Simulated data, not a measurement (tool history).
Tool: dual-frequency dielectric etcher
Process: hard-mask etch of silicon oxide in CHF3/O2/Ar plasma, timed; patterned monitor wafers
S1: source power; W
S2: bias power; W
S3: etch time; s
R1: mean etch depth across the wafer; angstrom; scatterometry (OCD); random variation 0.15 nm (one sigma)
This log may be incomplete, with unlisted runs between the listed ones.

Run 1, hour 0.0: S1 760 W, S2 200 W, S3 19.0 s. Result: R1 453.62 angstrom.
Run 2, hour 1.1: S1 720 W, S2 197 W, S3 19.0 s. Result: R1 442.63 angstrom.
Run 3, hour 4.9: S1 650 W, S2 197 W, S3 19.0 s. Result: R1 429.76 angstrom.
Run 4, hour 8.2: S1 650 W, S2 232 W, S3 19.0 s. Result: R1 444.67 angstrom.
Run 5, hour 14.3: S1 630 W, S2 228 W, S3 19.0 s. Result: R1 443.80 angstrom.
Run 6, hour 15.5: S1 610 W, S2 222 W, S3 19.0 s. Result: R1 434.46 angstrom.
Run 7, hour 19.3: S1 590 W, S2 218 W, S3 19.0 s. Result: R1 429.80 angstrom.

What will run 8 give?
Run 8, hour 24.0: S1 570 W, S2 214 W, S3 19.0 s. Result: R1 ?.

{"run 8": {"R1": 425.49}}

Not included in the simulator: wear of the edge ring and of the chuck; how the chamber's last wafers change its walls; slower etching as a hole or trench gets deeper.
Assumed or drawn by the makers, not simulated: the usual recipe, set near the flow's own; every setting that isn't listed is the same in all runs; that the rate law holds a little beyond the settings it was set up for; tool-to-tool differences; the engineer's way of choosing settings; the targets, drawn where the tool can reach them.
